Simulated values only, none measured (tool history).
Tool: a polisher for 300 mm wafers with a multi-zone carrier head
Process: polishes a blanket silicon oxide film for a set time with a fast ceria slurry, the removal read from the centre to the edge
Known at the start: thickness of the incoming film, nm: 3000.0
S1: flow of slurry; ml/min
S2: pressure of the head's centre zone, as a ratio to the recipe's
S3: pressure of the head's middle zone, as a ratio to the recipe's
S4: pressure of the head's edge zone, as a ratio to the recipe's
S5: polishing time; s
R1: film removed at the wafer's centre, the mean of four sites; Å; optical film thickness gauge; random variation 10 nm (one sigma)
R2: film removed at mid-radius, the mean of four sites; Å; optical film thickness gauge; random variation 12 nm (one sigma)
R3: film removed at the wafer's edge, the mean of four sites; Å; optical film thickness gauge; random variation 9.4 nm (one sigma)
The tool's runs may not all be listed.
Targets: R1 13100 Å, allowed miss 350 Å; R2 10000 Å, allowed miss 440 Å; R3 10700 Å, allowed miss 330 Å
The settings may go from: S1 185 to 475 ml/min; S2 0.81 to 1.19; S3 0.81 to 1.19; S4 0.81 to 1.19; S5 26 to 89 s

run 1 hour=0 | S1=305 S2=1 S3=1 S4=1 S5=57 | R1=8413.5 R2=7525.3 R3=7678.1
run 2 hour=5.1 | S1=305 S2=1 S3=1.04 S4=1 S5=57 | R1=8456.2 R2=7875.1 R3=7739.8
run 3 hour=5.7 | S1=305 S2=1 S3=1.08 S4=1 S5=57 | R1=8503.1 R2=8036.8 R3=7769.3
run 4 hour=12.7 | S1=310 S2=1.03 S3=1.08 S4=1.03 S5=59 | R1=9012.9 R2=8266.4 R3=8078
run 5 hour=20.9 | S1=315 S2=1.05 S3=1.07 S4=1.05 S5=62 | R1=9770.5 R2=8680 R3=8676.7
run 6 hour=25.6 | S1=380 S2=1.05 S3=1.07 S4=1.05 S5=62 | R1=9927.8 R2=8966.5 R3=8808.8
run 7 hour=31.1 | S1=380 S2=1.07 S3=1.06 S4=1.07 S5=63 | R1=10154 R2=9004.9 R3=8943
run 8 hour=32.1 | S1=375 S2=1.09 S3=1.05 S4=1.08 S5=65 | R1=10595 R2=8918 R3=9315.3
run 9 hour=34.6 | S1=375 S2=1.1 S3=1.05 S4=1.08 S5=66 | R1=10987 R2=9127.7 R3=9559.3
run 10 hour=37.1 | S1=375 S2=1.11 S3=1.05 S4=1.08 S5=67 | R1=11308 R2=9351.2 R3=9573.7
run 11 hour=42.3 | S1=375 S2=1.12 S3=1.05 S4=1.09 S5=68 | R1=11552 R2=9629.5 R3=9677.8
run 12 hour=46.3 | S1=380 S2=1.13 S3=1.04 S4=1.1 S5=69 | R1=11784 R2=9733.8 R3=9931.1

Which of these 5 next moves meets every target?
run A hour=50.3 | S1=440 S2=1.07 S3=1.14 S4=1.15 S5=67 | R1=? R2=? R3=?
run B hour=50.3 | S1=405 S2=0.92 S3=1.05 S4=1.12 S5=75 | R1=? R2=? R3=?
run C hour=50.3 | S1=430 S2=1.11 S3=0.94 S4=1 S5=77 | R1=? R2=? R3=?
run D hour=50.3 | S1=350 S2=1.1 S3=1.06 S4=1.15 S5=70 | R1=? R2=? R3=?
run E hour=50.3 | S1=460 S2=0.98 S3=0.97 S4=1.19 S5=68 | R1=? R2=? R3=?

move=A R1=11096 R2=10105 R3=9907.9
move=B R1=10671 R2=10490 R3=10905
move=C R1=13169 R2=9843.9 R3=10634
move=D R1=11670 R2=9745 R3=10222
move=E R1=10372 R2=8969.6 R3=10284
A: further off than the last run
B: further off than the last run
C: meets every target
D: further off than the last run
E: further off than the last run
The right move is C.

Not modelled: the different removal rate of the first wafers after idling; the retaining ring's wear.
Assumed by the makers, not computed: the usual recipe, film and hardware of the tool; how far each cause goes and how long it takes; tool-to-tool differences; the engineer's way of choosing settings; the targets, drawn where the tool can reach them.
